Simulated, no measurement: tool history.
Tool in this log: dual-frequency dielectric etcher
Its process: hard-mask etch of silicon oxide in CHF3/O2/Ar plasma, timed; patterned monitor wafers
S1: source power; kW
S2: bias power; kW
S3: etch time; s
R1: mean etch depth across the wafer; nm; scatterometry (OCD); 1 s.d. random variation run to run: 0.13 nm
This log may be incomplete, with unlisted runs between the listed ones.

{"run": 1, "hour": 0.0, "S1": 0.62, "S2": 0.224, "S3": 19.5, "R1": 42.598}
{"run": 2, "hour": 6.0, "S1": 0.56, "S2": 0.222, "S3": 19.5, "R1": 40.278}
{"run": 3, "hour": 8.8, "S1": 0.53, "S2": 0.221, "S3": 19.5, "R1": 39.454}
{"run": 4, "hour": 9.7, "S1": 0.51, "S2": 0.22, "S3": 19.5, "R1": 38.53}
{"run": 5, "hour": 11.7, "S1": 0.5, "S2": 0.22, "S3": 19.5, "R1": 38.438}
{"run": 6, "hour": 19.6, "S1": 0.5, "S2": 0.181, "S3": 19.5, "R1": 34.878}
{"run": 7, "hour": 21.1, "S1": 0.53, "S2": 0.182, "S3": 19.5, "R1": 35.785}

Predict the results of run 8:
{"run": 8, "hour": 29.7, "S1": 0.55, "S2": 0.182, "S3": 19.5, "R1": "?"}

{"run 8": {"R1": 36.327}}

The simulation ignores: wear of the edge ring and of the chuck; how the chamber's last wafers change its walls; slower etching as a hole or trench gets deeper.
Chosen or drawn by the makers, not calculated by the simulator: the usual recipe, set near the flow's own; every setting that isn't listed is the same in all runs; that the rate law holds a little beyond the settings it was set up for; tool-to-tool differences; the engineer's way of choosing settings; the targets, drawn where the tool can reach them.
